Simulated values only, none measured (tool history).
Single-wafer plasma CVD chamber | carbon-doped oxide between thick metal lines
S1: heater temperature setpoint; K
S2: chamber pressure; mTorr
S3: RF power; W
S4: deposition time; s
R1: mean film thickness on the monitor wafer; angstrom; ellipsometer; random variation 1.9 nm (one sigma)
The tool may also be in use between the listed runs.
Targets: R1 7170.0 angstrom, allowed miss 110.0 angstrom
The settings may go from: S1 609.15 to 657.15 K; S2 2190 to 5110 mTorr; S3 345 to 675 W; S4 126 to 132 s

run	day	S1	S2	S3	S4	R1
1	0.000	633.15	3650	510	132	6537.5
2	0.150	631.15	3830	515	132	6667.6
3	0.179	631.15	3830	445	132	5876.6
4	0.208	631.15	3410	445	132	5781.9
5	0.433	631.15	3410	400	132	5177.2
6	0.779	629.15	3720	420	132	5535.7
7	1.146	629.15	3720	420	132	5540.1
8	1.500	628.15	3950	440	132	5893.7
9	1.746	626.15	4170	450	132	6096.4
# day 2.025: capacitance manometer re-zeroed and calibrated
10	2.025	625.15	4350	460	132	6297.5
11	2.225	624.15	4500	465	132	6486.7
12	2.500	623.15	4620	470	132	6583.0
13	2.592	622.15	4720	475	132	6700.3
14	2.796	621.15	4800	480	132	6737.1
15	2.879	621.15	4860	485	132	6825.5
16	3.158	621.15	4860	485	132	6826.1
17	3.446	620.15	4910	490	132	6902.8
18	3.596	620.15	4950	495	132	6973.4
19	3.704	620.15	4980	495	132	7031.4

4 next moves are on the table. One of them brings every result within its allowed miss. Which?
A	3.812	624.15	5110	525	130	?
B	3.812	621.15	4800	505	130	?
C	3.812	614.15	4560	500	130	?
D	3.812	630.15	4940	530	126	?

move	R1
A	7189.6
B	6953.6
C	6971.2
D	6872.3
A: meets every target
B: further off than the last run
C: further off than the last run
D: further off than the last run
Move A is the one to make.

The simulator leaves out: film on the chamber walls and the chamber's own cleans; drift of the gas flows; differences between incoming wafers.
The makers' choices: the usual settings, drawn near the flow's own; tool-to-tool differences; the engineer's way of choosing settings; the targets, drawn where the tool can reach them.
